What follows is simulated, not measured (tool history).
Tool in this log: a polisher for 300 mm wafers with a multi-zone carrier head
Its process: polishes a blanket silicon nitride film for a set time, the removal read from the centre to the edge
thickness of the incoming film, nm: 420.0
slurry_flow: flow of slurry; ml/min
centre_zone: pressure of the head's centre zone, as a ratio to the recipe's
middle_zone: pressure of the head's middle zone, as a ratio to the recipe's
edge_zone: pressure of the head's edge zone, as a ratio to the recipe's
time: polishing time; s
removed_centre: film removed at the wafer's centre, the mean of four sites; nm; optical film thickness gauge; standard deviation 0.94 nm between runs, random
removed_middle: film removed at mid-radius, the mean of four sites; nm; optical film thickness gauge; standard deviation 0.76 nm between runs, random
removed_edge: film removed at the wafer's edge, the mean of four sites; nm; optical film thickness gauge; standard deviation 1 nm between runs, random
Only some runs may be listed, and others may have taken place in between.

run  hour  slurry_flow  centre_zone  middle_zone  edge_zone  time  removed_centre  removed_middle  removed_edge
  1     0          200            1            1          1    63          102.98          112.81        112.01
  2   5.3          200            1            1          1    49          79.501          87.883        87.606
  3  10.6          200            1            1          1    44          70.787          78.759        80.044
  4  17.9          200            1            1          1    32          51.416          57.444        57.813
  5  25.1          205         1.02            1       1.02    35          58.189          62.993        63.872
     26.8  -- centre zone pressure recalibrated
  6  26.8          205         1.03            1       1.04    38          72.705          69.174        70.011
  7  33.7          220         0.93         0.98       1.14    56          95.611          99.615        106.78

Predict the results of run 8:
  8  41.2          220         0.94         0.98       1.14    56               ?               ?             ?

Run 8 yielded removed_centre 95.834 nm, removed_middle 99.685 nm, removed_edge 107.29 nm.
